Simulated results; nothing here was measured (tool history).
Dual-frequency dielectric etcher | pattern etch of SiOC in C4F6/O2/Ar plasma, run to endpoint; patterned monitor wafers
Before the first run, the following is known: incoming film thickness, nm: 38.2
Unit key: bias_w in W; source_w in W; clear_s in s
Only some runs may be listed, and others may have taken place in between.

run 1 hour=0 | bias_w=524 source_w=310 | clear_s=13.121
run 2 hour=6.9 | bias_w=524 source_w=350 | clear_s=12.737
run 3 hour=12.5 | bias_w=503 source_w=350 | clear_s=12.711
run 4 hour=20.4 | bias_w=503 source_w=320 | clear_s=13.278
run 5 hour=22.8 | bias_w=488 source_w=320 | clear_s=13.357
run 6 hour=24.5 | bias_w=472 source_w=320 | clear_s=13.482
run 7 hour=29.8 | bias_w=458 source_w=320 | clear_s=13.597

What will run 8 give?
run 8 hour=38.8 | bias_w=445 source_w=320 | clear_s=?

{"run 8": {"clear_s": 13.787}}

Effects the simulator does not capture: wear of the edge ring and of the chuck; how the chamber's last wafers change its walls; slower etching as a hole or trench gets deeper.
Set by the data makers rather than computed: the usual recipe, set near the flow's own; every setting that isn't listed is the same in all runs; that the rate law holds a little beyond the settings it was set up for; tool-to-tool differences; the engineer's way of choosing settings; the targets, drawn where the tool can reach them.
